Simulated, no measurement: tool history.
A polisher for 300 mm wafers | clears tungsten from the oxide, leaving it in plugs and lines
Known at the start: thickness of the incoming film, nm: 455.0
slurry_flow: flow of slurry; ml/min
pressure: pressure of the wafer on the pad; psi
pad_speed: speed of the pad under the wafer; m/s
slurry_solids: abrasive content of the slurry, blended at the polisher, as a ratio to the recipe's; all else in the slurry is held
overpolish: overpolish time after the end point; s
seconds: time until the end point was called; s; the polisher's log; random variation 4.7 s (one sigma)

run 1 hour=0.0 | slurry_flow=155 pressure=3.0 pad_speed=1.06 slurry_solids=1.00 overpolish=31 | seconds=111.470
run 2 hour=2.6 | slurry_flow=155 pressure=3.0 pad_speed=1.24 slurry_solids=1.00 overpolish=31 | seconds=95.105
run 3 hour=4.3 | slurry_flow=155 pressure=3.4 pad_speed=1.24 slurry_solids=1.00 overpolish=31 | seconds=85.474
run 4 hour=11.1 | slurry_flow=155 pressure=3.8 pad_speed=1.24 slurry_solids=1.00 overpolish=31 | seconds=75.245
run 5 hour=12.5 | slurry_flow=150 pressure=3.2 pad_speed=1.08 slurry_solids=0.95 overpolish=31 | seconds=108.140
run 6 hour=15.6 | slurry_flow=185 pressure=3.2 pad_speed=1.08 slurry_solids=0.95 overpolish=31 | seconds=101.900
run 7 hour=20.5 | slurry_flow=180 pressure=2.7 pad_speed=0.96 slurry_solids=0.95 overpolish=31 | seconds=135.880
run 8 hour=26.4 | slurry_flow=180 pressure=2.4 pad_speed=0.90 slurry_solids=0.95 overpolish=31 | seconds=156.000
run 9 hour=34.5 | slurry_flow=180 pressure=2.1 pad_speed=0.84 slurry_solids=0.95 overpolish=31 | seconds=200.690
run 10 hour=41.7 | slurry_flow=180 pressure=2.1 pad_speed=0.84 slurry_solids=0.95 overpolish=31 | seconds=196.940

The next listed run, before its measurement:
run 11 hour=45.7 | slurry_flow=180 pressure=1.4 pad_speed=0.78 slurry_solids=0.95 overpolish=31 | seconds=?

seconds: 313.790 s

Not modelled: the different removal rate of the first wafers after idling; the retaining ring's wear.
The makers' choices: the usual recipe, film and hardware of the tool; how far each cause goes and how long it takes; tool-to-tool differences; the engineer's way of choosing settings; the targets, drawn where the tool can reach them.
